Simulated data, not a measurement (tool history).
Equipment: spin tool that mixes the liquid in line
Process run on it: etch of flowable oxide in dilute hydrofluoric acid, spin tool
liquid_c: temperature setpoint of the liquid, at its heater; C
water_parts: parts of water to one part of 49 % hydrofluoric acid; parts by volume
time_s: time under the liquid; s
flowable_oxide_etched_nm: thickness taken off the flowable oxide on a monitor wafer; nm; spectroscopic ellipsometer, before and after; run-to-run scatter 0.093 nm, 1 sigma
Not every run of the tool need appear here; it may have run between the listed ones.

run 1 hour=0 | liquid_c=25 water_parts=225 time_s=165 | flowable_oxide_etched_nm=14.343
run 2 hour=6.6 | liquid_c=23.5 water_parts=230 time_s=165 | flowable_oxide_etched_nm=13.411
run 3 hour=9.7 | liquid_c=22.5 water_parts=235 time_s=165 | flowable_oxide_etched_nm=12.619
run 4 hour=16.8 | liquid_c=22.5 water_parts=235 time_s=180 | flowable_oxide_etched_nm=13.528
run 5 hour=20.6 | liquid_c=21.5 water_parts=235 time_s=180 | flowable_oxide_etched_nm=13.018
run 6 hour=25.4 | liquid_c=21.5 water_parts=235 time_s=165 | flowable_oxide_etched_nm=12.187
run 7 hour=26.5 | liquid_c=21 water_parts=235 time_s=165 | flowable_oxide_etched_nm=11.91

Predict the results of run 8:
run 8 hour=32.7 | liquid_c=20.5 water_parts=235 time_s=165 | flowable_oxide_etched_nm=?

Run 8 measured flowable_oxide_etched_nm 11.783 nm.
